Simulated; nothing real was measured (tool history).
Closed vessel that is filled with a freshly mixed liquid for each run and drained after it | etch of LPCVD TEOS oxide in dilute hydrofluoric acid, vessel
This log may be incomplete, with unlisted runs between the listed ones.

run,day,temperature setpoint of the liquid (C),parts of water to one part of 49 % hydrofluoric acid (parts by volume),time in the liquid (s),thickness taken off the LPCVD TEOS oxide on a monitor wafer (angstrom)
1,0.000,24.0,105,30,66.933
2,0.179,26.5,105,30,72.393
3,0.321,26.5,125,30,59.322
4,0.517,26.5,145,30,51.276
5,0.633,26.5,145,30,50.237
6,0.725,26.5,180,30,38.763
7,1.104,27.0,160,30,45.560
8,1.417,31.0,120,30,73.290

Predict the results of run 9:
9,1.575,31.0,110,30,?

{"run 9": {"thickness taken off the LPCVD TEOS oxide on a monitor wafer (angstrom)": 81.947}}
